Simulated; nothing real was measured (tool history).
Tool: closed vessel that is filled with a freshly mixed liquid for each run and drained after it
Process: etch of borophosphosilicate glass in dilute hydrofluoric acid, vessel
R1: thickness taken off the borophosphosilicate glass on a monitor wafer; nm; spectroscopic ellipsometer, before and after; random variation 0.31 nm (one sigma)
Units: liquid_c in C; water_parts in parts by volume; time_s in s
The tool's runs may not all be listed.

Run 1, hour 0.0: liquid_c 20.0 C, water_parts 110 parts by volume, time_s 35 s. Result: R1 13.001 nm.
Run 2, hour 6.4: liquid_c 23.0 C, water_parts 110 parts by volume, time_s 35 s. Result: R1 14.604 nm.
Run 3, hour 11.1: liquid_c 23.0 C, water_parts 85 parts by volume, time_s 35 s. Result: R1 19.454 nm.
Run 4, hour 14.6: liquid_c 23.0 C, water_parts 65 parts by volume, time_s 35 s. Result: R1 25.888 nm.
Run 5, hour 18.2: liquid_c 23.0 C, water_parts 100 parts by volume, time_s 35 s. Result: R1 15.986 nm.
Run 6, hour 22.6: liquid_c 23.0 C, water_parts 125 parts by volume, time_s 35 s. Result: R1 12.666 nm.
Run 7, hour 27.6: liquid_c 24.5 C, water_parts 105 parts by volume, time_s 35 s. Result: R1 16.307 nm.
Run 8, hour 35.8: liquid_c 25.5 C, water_parts 90 parts by volume, time_s 35 s. Result: R1 19.740 nm.
Run 9, hour 40.5: liquid_c 26.0 C, water_parts 80 parts by volume, time_s 35 s. Result: R1 23.061 nm.

Run 10 comes next. What will it give?
Run 10, hour 47.9: liquid_c 26.5 C, water_parts 70 parts by volume, time_s 35 s. Result: R1 ?.

Run 10 gave R1 27.728 nm.
